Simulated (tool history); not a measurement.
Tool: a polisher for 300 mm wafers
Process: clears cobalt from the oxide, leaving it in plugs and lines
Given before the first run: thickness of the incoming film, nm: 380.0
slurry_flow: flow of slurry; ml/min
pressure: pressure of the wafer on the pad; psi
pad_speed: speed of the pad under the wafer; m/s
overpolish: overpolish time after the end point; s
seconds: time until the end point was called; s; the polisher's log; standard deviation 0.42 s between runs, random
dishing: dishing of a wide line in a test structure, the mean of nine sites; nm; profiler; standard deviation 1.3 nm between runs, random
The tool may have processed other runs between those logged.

| run | hour | slurry_flow | pressure | pad_speed | overpolish | seconds | dishing |
|---|---|---|---|---|---|---|---|
| 1 | 0.0 | 155 | 2.0 | 1.1 | 19 | 61.340 | 55.980 |
| 2 | 1.7 | 155 | 2.0 | 1.1 | 15 | 60.232 | 49.049 |
| 3 | 6.0 | 160 | 2.1 | 1.1 | 15 | 57.392 | 51.762 |
| 4 | 14.8 | 125 | 2.1 | 1.1 | 15 | 59.883 | 50.673 |
| 5 | 21.7 | 125 | 1.9 | 1.1 | 15 | 65.754 | 47.378 |
| 6 | 24.9 | 110 | 1.9 | 1.1 | 15 | 66.355 | 47.207 |
| 7 | 26.2 | 115 | 2.0 | 1.1 | 15 | 63.060 | 48.357 |

Run 8 comes next. What will it give?
| 8 | 28.0 | 120 | 2.1 | 1.1 | 15 | ? | ? |

{"run 8": {"seconds": 59.645, "dishing": 48.979}}

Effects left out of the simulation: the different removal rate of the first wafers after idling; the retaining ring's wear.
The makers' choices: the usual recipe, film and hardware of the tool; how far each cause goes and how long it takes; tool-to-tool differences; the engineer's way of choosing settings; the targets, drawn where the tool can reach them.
